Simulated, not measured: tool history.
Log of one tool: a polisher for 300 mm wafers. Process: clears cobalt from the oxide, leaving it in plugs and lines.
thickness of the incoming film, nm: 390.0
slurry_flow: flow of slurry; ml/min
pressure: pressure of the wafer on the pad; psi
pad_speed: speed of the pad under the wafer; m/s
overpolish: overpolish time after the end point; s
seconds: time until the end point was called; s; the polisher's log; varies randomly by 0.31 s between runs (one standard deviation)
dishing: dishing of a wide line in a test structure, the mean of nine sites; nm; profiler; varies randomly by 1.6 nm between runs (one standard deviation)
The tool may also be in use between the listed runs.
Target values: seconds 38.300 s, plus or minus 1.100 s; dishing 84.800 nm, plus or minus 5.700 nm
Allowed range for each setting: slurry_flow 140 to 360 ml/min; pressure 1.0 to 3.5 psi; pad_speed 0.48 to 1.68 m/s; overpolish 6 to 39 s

| run | day | slurry_flow | pressure | pad_speed | overpolish | seconds | dishing |
|---|---|---|---|---|---|---|---|
| 1 | 0.000 | 230 | 2.2 | 1.08 | 20 | 66.518 | 63.201 |
| 2 | 0.333 | 230 | 2.2 | 0.94 | 20 | 75.646 | 58.199 |
| 3 | 0.496 | 285 | 2.2 | 0.94 | 20 | 73.033 | 61.103 |
| 4 | 0.871 | 290 | 2.5 | 0.94 | 20 | 64.851 | 63.821 |
| 5 | 1.021 | 295 | 2.8 | 0.96 | 20 | 57.561 | 68.055 |
| 6 | 1.104 | 295 | 2.8 | 0.74 | 20 | 71.456 | 60.697 |
| 7 | 1.192 | 300 | 3.0 | 0.82 | 20 | 61.457 | 63.494 |
| 8 | 1.379 | 305 | 3.1 | 0.90 | 21 | 55.305 | 68.732 |
| 9 | 1.738 | 310 | 3.2 | 0.96 | 21 | 50.138 | 69.740 |
| 10 | 2.000 | 315 | 3.3 | 1.00 | 22 | 47.584 | 77.592 |
| 11 | 2.175 | 315 | 3.4 | 1.04 | 22 | 43.658 | 76.808 |
| 12 | 2.383 | 315 | 3.4 | 1.06 | 22 | 42.922 | 76.359 |
| 13 | 2.442 | 315 | 3.4 | 1.08 | 23 | 42.293 | 79.418 |
| 14 | 2.579 | 315 | 3.4 | 1.10 | 23 | 41.291 | 76.470 |
| 15 | 2.883 | 315 | 3.4 | 1.12 | 24 | 41.135 | 78.424 |
| 16 | 2.917 | 315 | 3.4 | 1.14 | 25 | 40.488 | 80.958 |
| 17 | 3.154 | 315 | 3.4 | 1.14 | 25 | 39.506 | 83.042 |

Which of these 4 next moves meets every target?
| A | 3.392 | 355 | 3.5 | 1.24 | 28 | ? | ? |
| B | 3.392 | 325 | 3.5 | 1.16 | 28 | ? | ? |
| C | 3.392 | 295 | 3.5 | 1.28 | 29 | ? | ? |
| D | 3.392 | 330 | 3.5 | 1.08 | 26 | ? | ? |

| move | seconds | dishing |
|---|---|---|
| A | 36.245 | 86.024 |
| B | 38.747 | 85.281 |
| C | 35.684 | 86.523 |
| D | 41.283 | 83.342 |
A: moves the result that the last run missed by most past its target, out the other side
B: in spec on every target
C: moves the result that the last run missed by most past its target, out the other side
D: misses by more than the last run did
So the answer is move B, the one that meets all the targets.
